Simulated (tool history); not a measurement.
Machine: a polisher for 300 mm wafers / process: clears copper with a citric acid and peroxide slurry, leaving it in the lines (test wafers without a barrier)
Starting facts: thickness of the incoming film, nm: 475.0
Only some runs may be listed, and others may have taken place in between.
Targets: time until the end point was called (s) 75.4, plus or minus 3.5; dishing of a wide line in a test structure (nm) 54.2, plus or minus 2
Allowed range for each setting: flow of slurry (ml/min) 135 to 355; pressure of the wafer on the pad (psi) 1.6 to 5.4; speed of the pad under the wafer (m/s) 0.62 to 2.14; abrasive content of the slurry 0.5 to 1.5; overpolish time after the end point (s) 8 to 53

run,hour,flow of slurry (ml/min),pressure of the wafer on the pad (psi),speed of the pad under the wafer (m/s),abrasive content of the slurry,overpolish time after the end point (s),time until the end point was called (s),dishing of a wide line in a test structure (nm)
1,0,225,3.5,1.38,1,27,122.92,54.444
2,1.1,225,3.7,1.4,1,25,114.27,54.299
3,2.6,225,3.9,1.4,1,23,107.97,52.252
4,5.3,225,3.9,1.4,0.8,23,114.3,51.491
5,13.8,225,3.9,1.4,0.8,13,113.94,32.983
6,18.1,225,3.9,1.4,0.8,8,113.34,21.391
7,25.2,220,4,1.44,0.75,9,107.29,24.955
8,32.3,190,4.9,1.74,0.5,21,80.774,62.447
9,36.4,195,4.9,1.74,0.5,20,81.751,60.167
10,38,200,4.9,1.74,0.5,19,81.413,57.595

Exactly one of the 5 candidate moves below puts every result within its allowed miss. Which one?
A,39.6,140,5.4,1.92,0.6,13,?,?
B,39.6,175,4.5,1.74,0.75,18,?,?
C,39.6,205,5.3,1.74,0.5,16,?,?
D,39.6,215,5.3,1.58,0.5,23,?,?
E,39.6,160,5.4,1.6,0.5,19,?,?

move,time until the end point was called (s),dishing of a wide line in a test structure (nm)
A,70.185,50.177
B,85.209,54.791
C,76.812,54.805
D,84.031,66.596
E,84.23,58.2
A: takes the biggest miss from the last run beyond its target
B: misses by more than the last run did
C: all results land within tolerance of their targets
D: misses by more than the last run did
E: misses by more than the last run did
The move that meets every target is C.
